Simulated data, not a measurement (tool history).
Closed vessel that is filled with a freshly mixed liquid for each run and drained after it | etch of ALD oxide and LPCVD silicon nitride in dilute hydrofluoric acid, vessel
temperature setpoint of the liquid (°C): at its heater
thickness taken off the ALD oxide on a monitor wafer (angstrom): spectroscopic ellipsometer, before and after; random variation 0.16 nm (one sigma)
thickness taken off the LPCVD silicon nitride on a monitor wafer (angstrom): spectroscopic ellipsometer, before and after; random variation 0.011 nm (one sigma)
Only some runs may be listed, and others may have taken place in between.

run  hour  temperature setpoint of the liquid (°C)  parts of water to one part of 49 % hydrofluoric acid (parts by volume)  time in the liquid (s)  thickness taken off the ALD oxide on a monitor wafer (angstrom)  thickness taken off the LPCVD silicon nitride on a monitor wafer (angstrom)
  1   0.0                                     26.0                                                                      55                     175                                                           494.32                                                                       17.636
  2   7.3                                     29.5                                                                      55                     175                                                           567.45                                                                       22.721
  3  11.8                                     28.5                                                                      60                     175                                                           499.54                                                                       19.328
  4  18.9                                     28.5                                                                      60                     205                                                           585.80                                                                       23.288
  5  22.4                                     27.5                                                                      65                     205                                                           513.65                                                                       19.806
  6  25.6                                     27.0                                                                      70                     205                                                           464.46                                                                       18.149

The next listed run, before its measurement:
  7  31.2                                     26.0                                                                      75                     205                                                                ?                                                                            ?

For run 7 the tool returned thickness taken off the ALD oxide on a monitor wafer (angstrom) 419.36, thickness taken off the LPCVD silicon nitride on a monitor wafer (angstrom) 15.274.
